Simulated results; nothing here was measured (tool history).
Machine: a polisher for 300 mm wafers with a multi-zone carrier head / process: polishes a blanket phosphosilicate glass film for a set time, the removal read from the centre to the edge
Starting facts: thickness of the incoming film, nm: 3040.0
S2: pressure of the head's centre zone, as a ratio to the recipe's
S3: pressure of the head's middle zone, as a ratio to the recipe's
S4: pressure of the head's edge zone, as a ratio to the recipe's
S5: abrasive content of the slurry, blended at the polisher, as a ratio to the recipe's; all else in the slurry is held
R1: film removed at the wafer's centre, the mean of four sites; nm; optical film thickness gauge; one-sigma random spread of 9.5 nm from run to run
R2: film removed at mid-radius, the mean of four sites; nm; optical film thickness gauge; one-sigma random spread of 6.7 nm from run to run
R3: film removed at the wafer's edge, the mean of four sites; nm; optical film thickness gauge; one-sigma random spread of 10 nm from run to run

run 1 hour=0.0 | flow_of_slurry_(ml/min)=320 S2=1.00 S3=1.00 S4=1.00 S5=1.00 polishing_time_(s)=82 | R1=623.28 R2=655.00 R3=649.54
run 2 hour=6.7 | flow_of_slurry_(ml/min)=320 S2=1.05 S3=1.00 S4=1.00 S5=1.00 polishing_time_(s)=82 | R1=661.90 R2=635.76 R3=647.17
run 3 hour=8.4 | flow_of_slurry_(ml/min)=320 S2=1.06 S3=1.00 S4=1.03 S5=1.10 polishing_time_(s)=82 | R1=708.73 R2=670.44 R3=693.38
run 4 hour=15.3 | flow_of_slurry_(ml/min)=320 S2=1.06 S3=1.01 S4=1.06 S5=1.15 polishing_time_(s)=82 | R1=725.04 R2=693.86 R3=704.67
run 5 hour=24.1 | flow_of_slurry_(ml/min)=320 S2=1.06 S3=1.07 S4=1.06 S5=1.15 polishing_time_(s)=82 | R1=741.71 R2=723.30 R3=728.03
run 6 hour=32.8 | flow_of_slurry_(ml/min)=320 S2=1.06 S3=1.07 S4=1.03 S5=1.15 polishing_time_(s)=82 | R1=728.02 R2=728.38 R3=701.27
run 7 hour=36.0 | flow_of_slurry_(ml/min)=320 S2=1.06 S3=1.06 S4=1.07 S5=1.15 polishing_time_(s)=82 | R1=716.79 R2=732.08 R3=704.28
run 8 hour=42.1 | flow_of_slurry_(ml/min)=315 S2=1.05 S3=1.03 S4=1.08 S5=1.20 polishing_time_(s)=82 | R1=749.32 R2=718.09 R3=743.60
run 9 hour=48.7 | flow_of_slurry_(ml/min)=315 S2=1.05 S3=1.03 S4=1.10 S5=1.25 polishing_time_(s)=82 | R1=730.85 R2=729.85 R3=765.42
run 10 hour=54.1 | flow_of_slurry_(ml/min)=315 S2=1.06 S3=1.03 S4=1.11 S5=1.30 polishing_time_(s)=82 | R1=757.75 R2=749.68 R3=782.85
run 11 hour=61.4 | flow_of_slurry_(ml/min)=315 S2=1.07 S3=1.03 S4=1.12 S5=1.30 polishing_time_(s)=82 | R1=771.40 R2=753.61 R3=782.40
run 12 hour=68.3 | flow_of_slurry_(ml/min)=315 S2=1.07 S3=1.02 S4=1.13 S5=1.30 polishing_time_(s)=82 | R1=774.13 R2=743.96 R3=769.69

Run 13 is up next; what results do you expect?
run 13 hour=70.3 | flow_of_slurry_(ml/min)=310 S2=1.07 S3=1.01 S4=1.13 S5=1.35 polishing_time_(s)=82 | R1=? R2=? R3=?

R1: 773.56 nm
R2: 752.88 nm
R3: 797.64 nm
